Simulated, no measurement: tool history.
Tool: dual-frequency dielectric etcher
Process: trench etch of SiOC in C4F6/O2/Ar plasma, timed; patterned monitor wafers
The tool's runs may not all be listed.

run    day  source power (kW)  bias power (kW)  etch time (s)  mean etch depth across the wafer (Å)
  1  0.000              0.310            0.249             27                                558.16
  2  0.338              0.350            0.263             27                                603.14
  3  0.446              0.380            0.267             27                                633.22
  4  0.783              0.400            0.269             27                                648.43
  5  1.129              0.400            0.288             27                                655.99
  6  1.388              0.350            0.288             27                                618.08
  7  1.646              0.370            0.292             27                                638.31

Run 8 comes next. What will it give?
  8  1.783              0.380            0.295             27                                     ?

{"run 8": {"mean etch depth across the wafer (Å)": 648.54}}
